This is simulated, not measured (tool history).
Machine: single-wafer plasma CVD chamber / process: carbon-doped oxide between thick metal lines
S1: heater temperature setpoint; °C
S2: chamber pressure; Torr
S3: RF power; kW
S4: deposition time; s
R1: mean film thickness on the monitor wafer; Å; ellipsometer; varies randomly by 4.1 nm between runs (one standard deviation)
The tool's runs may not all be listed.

run	hour	S1	S2	S3	S4	R1
1	0.0	350	3.62	0.555	157	8204.5
2	4.6	350	3.62	0.605	157	8582.8
3	7.2	349	3.68	0.605	157	8667.7
4	12.4	348	3.72	0.605	157	8598.7
5	16.2	348	3.72	0.605	157	8684.4
6	18.4	357	3.72	0.605	157	8466.4
7	23.8	356	3.78	0.610	157	8528.8
8	31.7	355	3.83	0.610	157	8526.0
9	40.6	354	3.84	0.615	157	8567.4
10	43.3	353	3.83	0.620	157	8638.3
11	50.9	352	3.83	0.625	157	8648.1

Run 12 has not been measured yet. What should we expect?
12	54.8	351	3.82	0.630	157	?

{"run 12": {"R1": 8779.4}}
